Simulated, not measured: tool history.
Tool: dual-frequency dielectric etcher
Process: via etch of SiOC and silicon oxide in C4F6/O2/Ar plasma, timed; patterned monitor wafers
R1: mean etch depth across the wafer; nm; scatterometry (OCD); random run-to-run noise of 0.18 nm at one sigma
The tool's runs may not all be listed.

Run 1, day 0.000: source power (kW) 0.440, bias power (kW) 0.225, etch time (s) 75.5. Result: R1 93.064 nm.
Run 2, day 0.062: source power (kW) 0.440, bias power (kW) 0.253, etch time (s) 75.5. Result: R1 96.494 nm.
Run 3, day 0.371: source power (kW) 0.410, bias power (kW) 0.248, etch time (s) 75.5. Result: R1 93.536 nm.
Run 4, day 0.621: source power (kW) 0.410, bias power (kW) 0.265, etch time (s) 75.5. Result: R1 95.869 nm.
Run 5, day 0.654: source power (kW) 0.410, bias power (kW) 0.305, etch time (s) 75.5. Result: R1 100.280 nm.
Run 6, day 0.925: source power (kW) 0.470, bias power (kW) 0.305, etch time (s) 75.5. Result: R1 104.850 nm.
Run 7, day 1.004: source power (kW) 0.430, bias power (kW) 0.289, etch time (s) 75.5. Result: R1 100.280 nm.
Run 8, day 1.188: source power (kW) 0.390, bias power (kW) 0.277, etch time (s) 75.5. Result: R1 95.344 nm.
Run 9, day 1.446: source power (kW) 0.360, bias power (kW) 0.270, etch time (s) 75.5. Result: R1 92.271 nm.

Run 10 has not been measured yet. What should we expect?
Run 10, day 1.817: source power (kW) 0.340, bias power (kW) 0.265, etch time (s) 75.5. Result: R1 ?.

Run 10 measured R1 89.206 nm.
